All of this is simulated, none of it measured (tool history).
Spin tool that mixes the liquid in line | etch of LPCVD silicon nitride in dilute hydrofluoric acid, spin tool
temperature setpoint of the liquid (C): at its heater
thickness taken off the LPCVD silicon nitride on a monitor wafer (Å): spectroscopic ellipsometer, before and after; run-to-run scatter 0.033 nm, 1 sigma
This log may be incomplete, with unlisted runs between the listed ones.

run,hour,temperature setpoint of the liquid (C),parts of water to one part of 49 % hydrofluoric acid (parts by volume),time under the liquid (s),thickness taken off the LPCVD silicon nitride on a monitor wafer (Å)
1,0,22,75,85,5.1773
2,4.8,22,75,65,3.7876
3,13.6,22,50,65,5.7266
4,15.9,23.5,45,70,7.3547
5,20.4,24.5,40,70,8.9658
6,26.1,25.5,35,70,11.492
7,33.4,29.5,35,70,14.26
# hour 34.6: thermometer replaced
8,34.6,30,20,80,33.463
9,36.3,29,20,80,30.643
10,42.6,29,20,80,31.599

Run 11, settings as shown, results not yet in. Your forecast:
11,45.2,27.5,20,80,?

For run 11 the tool returned thickness taken off the LPCVD silicon nitride on a monitor wafer (Å) 28.573.

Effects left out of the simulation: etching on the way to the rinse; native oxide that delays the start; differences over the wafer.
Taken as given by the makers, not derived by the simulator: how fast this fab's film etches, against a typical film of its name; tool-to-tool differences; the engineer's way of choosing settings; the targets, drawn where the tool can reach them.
